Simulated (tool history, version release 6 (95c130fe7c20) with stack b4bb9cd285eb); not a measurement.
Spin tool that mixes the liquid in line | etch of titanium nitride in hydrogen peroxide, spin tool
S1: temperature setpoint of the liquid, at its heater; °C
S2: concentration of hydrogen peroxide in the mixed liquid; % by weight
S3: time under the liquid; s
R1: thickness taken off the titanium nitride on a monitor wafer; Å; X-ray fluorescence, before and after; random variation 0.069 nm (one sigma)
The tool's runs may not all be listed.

run 1 hour=0.0 | S1=56.0 S2=18 S3=140 | R1=149.14
run 2 hour=1.2 | S1=51.5 S2=18 S3=140 | R1=107.66
run 3 hour=5.5 | S1=55.5 S2=18 S3=140 | R1=142.54
run 4 hour=10.5 | S1=55.0 S2=18 S3=140 | R1=139.00
run 5 hour=15.7 | S1=59.0 S2=18 S3=140 | R1=181.21
run 6 hour=21.4 | S1=57.5 S2=18 S3=140 | R1=163.72
run 7 hour=23.2 | S1=56.5 S2=18 S3=140 | R1=152.80
run 8 hour=31.2 | S1=55.5 S2=18 S3=140 | R1=144.32
run 9 hour=33.0 | S1=54.5 S2=18 S3=140 | R1=133.75
run 10 hour=39.7 | S1=54.0 S2=18 S3=140 | R1=128.60
run 11 hour=47.9 | S1=53.5 S2=18 S3=140 | R1=125.96

The next listed run, before its measurement:
run 12 hour=49.8 | S1=53.0 S2=18 S3=140 | R1=?

R1: 119.71 Å

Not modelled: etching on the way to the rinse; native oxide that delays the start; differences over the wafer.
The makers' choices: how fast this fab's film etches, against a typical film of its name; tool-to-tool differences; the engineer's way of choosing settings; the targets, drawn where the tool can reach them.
